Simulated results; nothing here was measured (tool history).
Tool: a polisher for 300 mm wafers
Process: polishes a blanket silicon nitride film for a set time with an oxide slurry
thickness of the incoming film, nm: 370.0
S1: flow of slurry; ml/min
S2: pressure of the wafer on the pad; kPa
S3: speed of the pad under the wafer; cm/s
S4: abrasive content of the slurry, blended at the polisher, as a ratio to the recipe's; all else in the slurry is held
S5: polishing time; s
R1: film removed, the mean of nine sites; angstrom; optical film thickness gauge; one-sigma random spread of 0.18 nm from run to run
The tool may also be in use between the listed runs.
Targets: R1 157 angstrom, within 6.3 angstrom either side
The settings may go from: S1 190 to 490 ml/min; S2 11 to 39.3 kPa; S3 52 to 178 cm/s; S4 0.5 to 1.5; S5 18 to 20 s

run 1 hour=0 | S1=315 S2=24.8 S3=114 S4=1 S5=20 | R1=117.92
run 2 hour=0.7 | S1=315 S2=24.8 S3=114 S4=1 S5=18 | R1=106.79
run 3 hour=8.7 | S1=315 S2=24.8 S3=130 S4=1 S5=18 | R1=119.86
run 4 hour=11.8 | S1=315 S2=24.8 S3=108 S4=1 S5=18 | R1=104.47
run 5 hour=13.9 | S1=315 S2=24.8 S3=108 S4=0.85 S5=18 | R1=95.972
run 6 hour=15 | S1=315 S2=27.6 S3=108 S4=0.85 S5=18 | R1=102.39
run 7 hour=20.9 | S1=315 S2=30.3 S3=112 S4=0.85 S5=18 | R1=117.22
run 8 hour=26.1 | S1=315 S2=32.4 S3=112 S4=0.85 S5=18 | R1=125.71
run 9 hour=27.1 | S1=315 S2=33.8 S3=112 S4=0.85 S5=18 | R1=128.57
run 10 hour=29 | S1=315 S2=33.8 S3=112 S4=0.85 S5=18 | R1=130.34
run 11 hour=33.4 | S1=315 S2=35.2 S3=112 S4=0.85 S5=18 | R1=136.72
run 12 hour=34.6 | S1=315 S2=35.9 S3=112 S4=0.85 S5=18 | R1=137.49
run 13 hour=37.9 | S1=315 S2=36.5 S3=114 S4=0.85 S5=18 | R1=138.51
run 14 hour=41.8 | S1=315 S2=37.2 S3=116 S4=0.85 S5=18 | R1=145.78
run 15 hour=48.6 | S1=315 S2=37.2 S3=116 S4=0.85 S5=18 | R1=145.88
run 16 hour=57.2 | S1=315 S2=37.9 S3=116 S4=0.85 S5=18 | R1=145.18

Below are 4 possible settings for the next run. Only one of them brings all results inside the allowed miss of their targets. Which is it?
run A hour=65.8 | S1=310 S2=37.2 S3=118 S4=0.7 S5=18 | R1=?
run B hour=65.8 | S1=295 S2=32.4 S3=138 S4=1 S5=18 | R1=?
run C hour=65.8 | S1=310 S2=39.3 S3=128 S4=0.75 S5=20 | R1=?
run D hour=65.8 | S1=300 S2=39.3 S3=118 S4=0.85 S5=20 | R1=?

move=A R1=131.56
move=B R1=159.18
move=C R1=171.24
move=D R1=172.09
A: misses by more than the last run did
B: every result within its allowed miss
C: takes the result that was furthest off past its target
D: takes the result that was furthest off past its target
Answer: B
